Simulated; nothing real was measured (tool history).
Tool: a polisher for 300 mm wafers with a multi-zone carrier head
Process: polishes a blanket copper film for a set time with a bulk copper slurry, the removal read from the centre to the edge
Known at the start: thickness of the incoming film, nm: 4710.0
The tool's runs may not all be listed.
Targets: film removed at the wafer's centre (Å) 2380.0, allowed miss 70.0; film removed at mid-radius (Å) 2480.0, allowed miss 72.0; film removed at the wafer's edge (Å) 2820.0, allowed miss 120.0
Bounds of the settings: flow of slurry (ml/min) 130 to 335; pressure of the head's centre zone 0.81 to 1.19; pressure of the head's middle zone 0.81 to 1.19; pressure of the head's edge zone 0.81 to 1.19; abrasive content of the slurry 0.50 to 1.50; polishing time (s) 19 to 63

run	hour	flow of slurry (ml/min)	pressure of the head's centre zone	pressure of the head's middle zone	pressure of the head's edge zone	abrasive content of the slurry	polishing time (s)	film removed at the wafer's centre (Å)	film removed at mid-radius (Å)	film removed at the wafer's edge (Å)
1	0.0	215	1.00	1.00	1.00	1.00	41	2999.7	3151.7	3139.2
2	2.2	200	0.96	0.95	0.98	0.95	41	2874.4	2973.7	3000.8
3	5.2	190	0.92	0.91	1.01	0.90	41	2674.7	2810.3	3064.3
4	6.0	190	0.97	0.91	1.01	0.90	41	2782.8	2819.2	3024.6
5	13.7	180	0.94	0.88	1.00	0.85	41	2632.4	2669.4	2953.2
6	21.3	180	0.94	0.83	1.00	0.85	41	2669.7	2545.4	2946.7
7	26.8	170	0.92	0.83	0.99	0.85	41	2580.7	2529.9	2970.8
8	35.7	165	0.88	0.85	0.91	0.70	41	2288.5	2356.4	2572.7
9	39.9	175	0.88	0.85	0.94	0.70	41	2309.2	2347.9	2675.9
10	46.3	180	0.88	0.86	0.95	0.70	41	2323.0	2392.5	2683.2

5 next moves are on the table. One of them brings every result within its allowed miss. Which?
A	52.7	195	0.81	0.81	0.97	0.70	42	?	?	?
B	52.7	190	0.88	0.87	1.02	0.60	44	?	?	?
C	52.7	165	1.05	0.92	0.95	0.70	37	?	?	?
D	52.7	190	0.87	0.84	0.98	0.80	37	?	?	?
E	52.7	155	0.85	0.91	0.95	0.60	44	?	?	?

move	film removed at the wafer's centre (Å)	film removed at mid-radius (Å)	film removed at the wafer's edge (Å)
A	2248.5	2393.8	2737.4
B	2355.4	2489.7	2753.3
C	2382.3	2290.3	2348.5
D	2192.0	2272.7	2537.4
E	2228.1	2518.7	2610.0
A: further off than the last run
B: meets every target
C: further off than the last run
D: further off than the last run
E: brings the result that was furthest off to its target, and leaves another outside
Move B is the one to make.
